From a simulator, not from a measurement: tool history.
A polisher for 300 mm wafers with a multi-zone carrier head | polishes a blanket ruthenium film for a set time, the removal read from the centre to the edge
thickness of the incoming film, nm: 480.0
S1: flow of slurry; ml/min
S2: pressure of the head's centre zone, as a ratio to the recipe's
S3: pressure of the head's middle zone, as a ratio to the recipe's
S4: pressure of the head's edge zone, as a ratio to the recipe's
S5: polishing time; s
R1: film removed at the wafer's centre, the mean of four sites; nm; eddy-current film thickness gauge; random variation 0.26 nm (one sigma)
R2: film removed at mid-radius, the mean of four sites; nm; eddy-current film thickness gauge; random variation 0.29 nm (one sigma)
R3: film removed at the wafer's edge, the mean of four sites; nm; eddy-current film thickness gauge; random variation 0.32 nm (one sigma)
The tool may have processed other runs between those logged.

run 1 hour=0 | S1=285 S2=1 S3=1 S4=1 S5=69 | R1=41.883 R2=43.133 R3=42.293
run 2 hour=8.5 | S1=285 S2=0.95 S3=1 S4=1 S5=69 | R1=39.756 R2=42.474 R3=42.606
run 3 hour=15.1 | S1=285 S2=0.95 S3=1 S4=1 S5=57 | R1=34.161 R2=34.985 R3=34.518
run 4 hour=20.4 | S1=285 S2=0.9 S3=1 S4=1 S5=57 | R1=31.284 R2=35.179 R3=34.936
run 5 hour=25.1 | S1=280 S2=0.88 S3=1.01 S4=0.98 S5=52 | R1=28.627 R2=32.46 R3=31.939
run 6 hour=33.3 | S1=280 S2=0.88 S3=0.94 S4=0.98 S5=52 | R1=28.4 R2=29.713 R3=32.009
run 7 hour=41.3 | S1=270 S2=0.86 S3=0.97 S4=0.97 S5=48 | R1=25.288 R2=28.19 R3=29.131
run 8 hour=44.2 | S1=255 S2=0.85 S3=0.98 S4=0.94 S5=47 | R1=24.468 R2=28.591 R3=27.569
run 9 hour=53.3 | S1=240 S2=0.84 S3=0.98 S4=0.93 S5=46 | R1=23.724 R2=27.378 R3=27.046
run 10 hour=58.3 | S1=230 S2=0.83 S3=0.99 S4=0.93 S5=45 | R1=21.855 R2=27.11 R3=26.33
run 11 hour=64.3 | S1=230 S2=0.83 S3=0.99 S4=0.93 S5=45 | R1=22.657 R2=26.838 R3=26.172
run 12 hour=66.1 | S1=220 S2=0.82 S3=1 S4=0.92 S5=45 | R1=22.516 R2=27.455 R3=26.61
run 13 hour=69.5 | S1=235 S2=0.82 S3=1.03 S4=0.88 S5=38 | R1=19.031 R2=23.305 R3=21.881

Run 14 comes next. What will it give?
run 14 hour=71.4 | S1=235 S2=0.83 S3=1.04 S4=0.9 S5=38 | R1=? R2=? R3=?

R1: 19.033 nm
R2: 23.381 nm
R3: 21.76 nm
